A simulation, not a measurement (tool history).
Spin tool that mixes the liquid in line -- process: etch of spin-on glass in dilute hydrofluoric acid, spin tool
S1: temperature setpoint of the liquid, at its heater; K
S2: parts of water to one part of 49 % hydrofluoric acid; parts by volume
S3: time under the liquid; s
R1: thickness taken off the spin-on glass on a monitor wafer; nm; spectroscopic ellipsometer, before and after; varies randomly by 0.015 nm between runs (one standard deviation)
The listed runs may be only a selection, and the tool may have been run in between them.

Run 1, hour 0.0: S1 297.15 K, S2 280 parts by volume, S3 60 s. Result: R1 3.5586 nm.
Run 2, hour 1.3: S1 295.15 K, S2 280 parts by volume, S3 60 s. Result: R1 3.3193 nm.
Run 3, hour 9.6: S1 293.65 K, S2 305 parts by volume, S3 60 s. Result: R1 2.7887 nm.
Run 4, hour 18.4: S1 293.65 K, S2 305 parts by volume, S3 35 s. Result: R1 1.6601 nm.
Run 5, hour 19.6: S1 294.15 K, S2 305 parts by volume, S3 35 s. Result: R1 1.6658 nm.
Run 6, hour 24.4: S1 294.65 K, S2 305 parts by volume, S3 35 s. Result: R1 1.7150 nm.

What does the tool deliver on the next run?
Run 7, hour 25.5: S1 295.15 K, S2 305 parts by volume, S3 35 s. Result: R1 ?.

Run 7 yielded R1 1.7546 nm.
